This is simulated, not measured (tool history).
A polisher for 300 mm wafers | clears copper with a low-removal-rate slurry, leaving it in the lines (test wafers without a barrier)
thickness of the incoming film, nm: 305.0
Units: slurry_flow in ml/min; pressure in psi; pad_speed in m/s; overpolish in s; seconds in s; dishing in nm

run,hour,slurry_flow,pressure,pad_speed,slurry_solids,overpolish,seconds,dishing
1,0.0,180,3.5,0.96,1.00,26,83.978,65.694
2,2.1,180,3.5,0.96,1.00,16,81.352,42.527
3,10.5,140,3.5,0.96,1.00,16,87.978,41.387
4,17.5,135,3.7,0.96,1.00,19,82.496,49.809
5,25.2,135,3.7,0.96,0.85,19,86.909,48.017
6,26.9,135,3.7,0.96,0.70,19,92.257,45.353
7,28.2,130,3.9,0.96,0.70,21,87.712,52.826
8,33.3,135,4.0,0.96,0.70,23,84.597,56.742
9,36.1,135,4.1,0.96,0.70,25,82.052,61.712

Run 10 comes next. What will it give?
10,43.3,140,4.2,0.96,0.70,27,?,?

Run 10 gave seconds 80.094 s, dishing 69.143 nm.
